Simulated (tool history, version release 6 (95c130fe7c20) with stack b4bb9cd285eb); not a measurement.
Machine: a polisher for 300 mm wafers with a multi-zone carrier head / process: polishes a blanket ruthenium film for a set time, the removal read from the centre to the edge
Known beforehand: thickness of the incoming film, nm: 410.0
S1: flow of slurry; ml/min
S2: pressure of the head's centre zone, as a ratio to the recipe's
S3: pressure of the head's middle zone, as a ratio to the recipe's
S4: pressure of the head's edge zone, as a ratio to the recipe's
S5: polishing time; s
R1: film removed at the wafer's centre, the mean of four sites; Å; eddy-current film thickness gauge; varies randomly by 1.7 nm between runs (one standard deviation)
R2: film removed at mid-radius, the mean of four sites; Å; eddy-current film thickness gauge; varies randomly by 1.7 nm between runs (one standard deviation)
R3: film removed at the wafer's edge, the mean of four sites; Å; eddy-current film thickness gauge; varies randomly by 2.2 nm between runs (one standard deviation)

run	hour	S1	S2	S3	S4	S5	R1	R2	R3
1	0.0	205	1.00	1.00	1.00	89	1000.40	1211.6	1204.1
2	2.4	210	1.01	1.02	1.01	92	1078.40	1251.8	1249.1
3	11.3	210	1.01	1.02	1.01	82	941.13	1121.9	1125.2
4	15.1	210	1.01	1.02	1.08	82	966.03	1148.0	1121.7
5	17.1	215	1.01	1.04	1.09	86	999.96	1208.1	1191.5
# hour 22.5: centre zone pressure recalibrated
6	22.5	190	1.01	1.04	1.09	86	1140.10	1202.3	1171.2

Run 7 has not been measured yet. What should we expect?
7	31.0	195	1.01	1.06	1.10	89	?	?	?

R1: 1171.10 Å
R2: 1244.1 Å
R3: 1219.3 Å

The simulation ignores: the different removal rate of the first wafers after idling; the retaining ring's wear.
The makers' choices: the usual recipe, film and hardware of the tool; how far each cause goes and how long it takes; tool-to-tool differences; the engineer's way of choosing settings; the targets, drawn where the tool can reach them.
